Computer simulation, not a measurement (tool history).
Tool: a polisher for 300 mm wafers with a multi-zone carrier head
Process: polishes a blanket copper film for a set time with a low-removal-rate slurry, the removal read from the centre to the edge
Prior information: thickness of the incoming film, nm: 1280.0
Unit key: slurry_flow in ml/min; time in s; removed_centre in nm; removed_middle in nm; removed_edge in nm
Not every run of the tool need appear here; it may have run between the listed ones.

{"run": 1, "day": 0.0, "slurry_flow": 215, "centre_zone": 1.0, "middle_zone": 1.0, "edge_zone": 1.0, "slurry_solids": 1.0, "time": 59, "removed_centre": 171.39, "removed_middle": 168.58, "removed_edge": 164.83}
{"run": 2, "day": 0.096, "slurry_flow": 215, "centre_zone": 1.0, "middle_zone": 0.96, "edge_zone": 1.0, "slurry_solids": 1.0, "time": 59, "removed_centre": 170.63, "removed_middle": 164.91, "removed_edge": 162.84}
{"run": 3, "day": 0.342, "slurry_flow": 225, "centre_zone": 1.0, "middle_zone": 0.99, "edge_zone": 1.01, "slurry_solids": 1.05, "time": 59, "removed_centre": 177.63, "removed_middle": 166.3, "removed_edge": 164.87}
{"run": 4, "day": 0.717, "slurry_flow": 225, "centre_zone": 1.0, "middle_zone": 0.99, "edge_zone": 1.01, "slurry_solids": 0.95, "time": 59, "removed_centre": 169.75, "removed_middle": 164.18, "removed_edge": 159.99}
{"run": 5, "day": 0.85, "slurry_flow": 270, "centre_zone": 1.0, "middle_zone": 0.99, "edge_zone": 1.01, "slurry_solids": 0.95, "time": 59, "removed_centre": 170.71, "removed_middle": 165.1, "removed_edge": 165.42}
{"run": 6, "day": 1.104, "slurry_flow": 270, "centre_zone": 0.99, "middle_zone": 1.01, "edge_zone": 1.01, "slurry_solids": 1.0, "time": 60, "removed_centre": 175.57, "removed_middle": 171.76, "removed_edge": 172.33}
{"run": 7, "day": 1.25, "slurry_flow": 270, "centre_zone": 0.98, "middle_zone": 1.03, "edge_zone": 1.01, "slurry_solids": 1.05, "time": 60, "removed_centre": 176.6, "removed_middle": 174.96, "removed_edge": 171.13}
{"run": 8, "day": 1.296, "slurry_flow": 270, "centre_zone": 0.97, "middle_zone": 1.05, "edge_zone": 1.01, "slurry_solids": 1.1, "time": 61, "removed_centre": 180.46, "removed_middle": 191.06, "removed_edge": 175.07}
{"run": 9, "day": 1.438, "slurry_flow": 275, "centre_zone": 0.97, "middle_zone": 1.05, "edge_zone": 1.02, "slurry_solids": 1.1, "time": 61, "removed_centre": 183.41, "removed_middle": 187.74, "removed_edge": 178.63}
{"run": 10, "day": 1.771, "slurry_flow": 275, "centre_zone": 0.97, "middle_zone": 1.06, "edge_zone": 1.03, "slurry_solids": 1.1, "time": 61, "removed_centre": 182.25, "removed_middle": 185.14, "removed_edge": 176.82}

Run 11 comes next. What will it give?
{"run": 11, "day": 1.838, "slurry_flow": 280, "centre_zone": 0.96, "middle_zone": 1.06, "edge_zone": 1.03, "slurry_solids": 1.15, "time": 61, "removed_centre": "?", "removed_middle": "?", "removed_edge": "?"}

removed_centre: 180.18 nm
removed_middle: 193.57 nm
removed_edge: 179.93 nm

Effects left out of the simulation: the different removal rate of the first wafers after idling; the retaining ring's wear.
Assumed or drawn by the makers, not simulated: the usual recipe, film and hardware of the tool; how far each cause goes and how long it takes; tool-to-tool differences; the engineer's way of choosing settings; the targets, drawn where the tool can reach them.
